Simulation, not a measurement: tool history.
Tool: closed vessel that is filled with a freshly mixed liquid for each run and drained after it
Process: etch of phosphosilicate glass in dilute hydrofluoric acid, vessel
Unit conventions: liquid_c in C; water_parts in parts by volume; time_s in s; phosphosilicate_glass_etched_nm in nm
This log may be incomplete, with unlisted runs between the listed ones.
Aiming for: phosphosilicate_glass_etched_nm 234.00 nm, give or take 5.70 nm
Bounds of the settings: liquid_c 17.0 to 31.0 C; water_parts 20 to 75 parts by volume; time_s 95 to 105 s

run    day  liquid_c  water_parts  time_s  phosphosilicate_glass_etched_nm
  1  0.000      23.0           45      95                           444.49
  2  0.154      20.0           45      95                           396.64
  3  0.308      17.0           45      95                           344.45
  4  0.571      20.5           45      95                           399.81
  5  0.712      20.5           45     105                           444.97
  6  0.954      19.5           50     105                           379.86
  7  1.100      19.5           50     105                           379.49
  8  1.225      19.0           55     105                           338.83
  9  1.483      18.5           60     105                           299.18
 10  1.825      18.0           65     105                           266.74
 11  2.154      17.5           65     105                           264.54

Below are 5 possible settings for the next run. Only one of them brings all results inside the allowed miss of their targets. Which is it?
  A  2.483      17.5           70     100                                ?
  B  2.483      17.5           65     100                                ?
  C  2.483      17.0           60     105                                ?
  D  2.483      17.0           65     100                                ?
  E  2.483      19.5           75     105                                ?

move  phosphosilicate_glass_etched_nm
   A                           233.69
   B                           253.06
   C                           283.29
   D                           247.68
   E                           247.87
A: all results in spec
B: closes in on the targets versus the last run, not all within tolerance yet
C: its largest miss is bigger than the last run's
D: closes in on the targets versus the last run, not all within tolerance yet
E: closes in on the targets versus the last run, not all within tolerance yet
The right move is A.
